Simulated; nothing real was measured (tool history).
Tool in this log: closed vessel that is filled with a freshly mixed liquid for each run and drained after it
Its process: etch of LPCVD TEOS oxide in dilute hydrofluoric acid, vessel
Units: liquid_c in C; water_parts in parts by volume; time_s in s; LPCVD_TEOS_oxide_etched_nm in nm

Run 1, day 0.000: liquid_c 24.0 C, water_parts 140 parts by volume, time_s 155 s. Result: LPCVD_TEOS_oxide_etched_nm 44.125 nm.
Run 2, day 0.200: liquid_c 26.5 C, water_parts 135 parts by volume, time_s 155 s. Result: LPCVD_TEOS_oxide_etched_nm 50.604 nm.
Run 3, day 0.433: liquid_c 28.5 C, water_parts 130 parts by volume, time_s 155 s. Result: LPCVD_TEOS_oxide_etched_nm 56.723 nm.
Run 4, day 0.458: liquid_c 28.5 C, water_parts 175 parts by volume, time_s 155 s. Result: LPCVD_TEOS_oxide_etched_nm 40.006 nm.
Run 5, day 0.725: liquid_c 28.5 C, water_parts 175 parts by volume, time_s 155 s. Result: LPCVD_TEOS_oxide_etched_nm 40.026 nm.
Run 6, day 0.754: liquid_c 28.5 C, water_parts 140 parts by volume, time_s 155 s. Result: LPCVD_TEOS_oxide_etched_nm 52.127 nm.

Forecast run 7:
Run 7, day 1.075: liquid_c 29.5 C, water_parts 135 parts by volume, time_s 155 s. Result: LPCVD_TEOS_oxide_etched_nm ?.

LPCVD_TEOS_oxide_etched_nm: 56.081 nm
